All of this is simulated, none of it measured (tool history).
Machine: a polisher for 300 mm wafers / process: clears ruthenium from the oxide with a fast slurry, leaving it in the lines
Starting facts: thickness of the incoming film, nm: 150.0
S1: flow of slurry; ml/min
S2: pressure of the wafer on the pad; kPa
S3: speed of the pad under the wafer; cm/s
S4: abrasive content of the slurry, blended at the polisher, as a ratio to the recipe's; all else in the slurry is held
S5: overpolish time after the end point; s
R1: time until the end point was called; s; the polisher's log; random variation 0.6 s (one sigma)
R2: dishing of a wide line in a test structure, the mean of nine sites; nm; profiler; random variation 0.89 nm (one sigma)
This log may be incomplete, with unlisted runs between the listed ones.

{"run": 1, "day": 0.0, "S1": 150, "S2": 21.4, "S3": 92, "S4": 1.0, "S5": 21, "R1": 32.275, "R2": 55.795}
{"run": 2, "day": 0.042, "S1": 150, "S2": 21.4, "S3": 92, "S4": 1.0, "S5": 30, "R1": 32.276, "R2": 69.776}
{"run": 3, "day": 0.088, "S1": 150, "S2": 20.0, "S3": 92, "S4": 1.0, "S5": 29, "R1": 34.331, "R2": 64.724}
{"run": 4, "day": 0.2, "S1": 150, "S2": 20.0, "S3": 92, "S4": 1.0, "S5": 20, "R1": 34.803, "R2": 53.014}
{"run": 5, "day": 0.492, "S1": 180, "S2": 20.0, "S3": 92, "S4": 1.0, "S5": 20, "R1": 34.024, "R2": 54.445}
{"run": 6, "day": 0.679, "S1": 180, "S2": 19.3, "S3": 92, "S4": 1.0, "S5": 21, "R1": 34.278, "R2": 52.342}
{"run": 7, "day": 0.758, "S1": 175, "S2": 18.6, "S3": 92, "S4": 1.0, "S5": 23, "R1": 36.857, "R2": 55.278}

Run 8 comes next. What will it give?
{"run": 8, "day": 0.867, "S1": 175, "S2": 18.6, "S3": 92, "S4": 1.0, "S5": 23, "R1": "?", "R2": "?"}

Logged for run 8: R1 35.786 s, R2 56.553 nm.
